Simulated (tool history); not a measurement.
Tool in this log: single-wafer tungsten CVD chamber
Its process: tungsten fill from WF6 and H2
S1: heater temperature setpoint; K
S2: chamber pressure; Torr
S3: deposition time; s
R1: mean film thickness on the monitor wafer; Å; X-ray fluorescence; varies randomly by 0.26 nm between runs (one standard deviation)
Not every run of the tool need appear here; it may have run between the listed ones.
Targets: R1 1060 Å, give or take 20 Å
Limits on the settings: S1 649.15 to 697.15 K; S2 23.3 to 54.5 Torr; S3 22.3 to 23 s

run,hour,S1,S2,S3,R1
1,0,673.15,38.9,22.3,763.39
2,1.4,676.15,39,22.3,801.17
3,5.1,679.15,39.1,22.3,836.22
4,6.1,682.15,39.2,22.3,883.26
5,11.2,682.15,34.9,22.3,832.02
6,18.7,677.15,34.9,22.3,768.38
7,24.7,681.15,35,22.3,820.82
8,31.8,684.15,35.1,22.3,855.1

Exactly one of the 4 candidate moves below puts every result within its allowed miss. Which one?
A,38.9,690.15,44.8,23,?
B,38.9,686.15,35.9,23,?
C,38.9,696.15,35.5,23,?
D,38.9,691.15,38.4,23,?

move,R1
A,1083.9
B,918.4
C,1051.7
D,1019.7
A: pushes the last run's worst result past its target
B: moves toward the targets from the last run without getting all of them in spec
C: all results land within tolerance of their targets
D: moves toward the targets from the last run without getting all of them in spec
Answer: C

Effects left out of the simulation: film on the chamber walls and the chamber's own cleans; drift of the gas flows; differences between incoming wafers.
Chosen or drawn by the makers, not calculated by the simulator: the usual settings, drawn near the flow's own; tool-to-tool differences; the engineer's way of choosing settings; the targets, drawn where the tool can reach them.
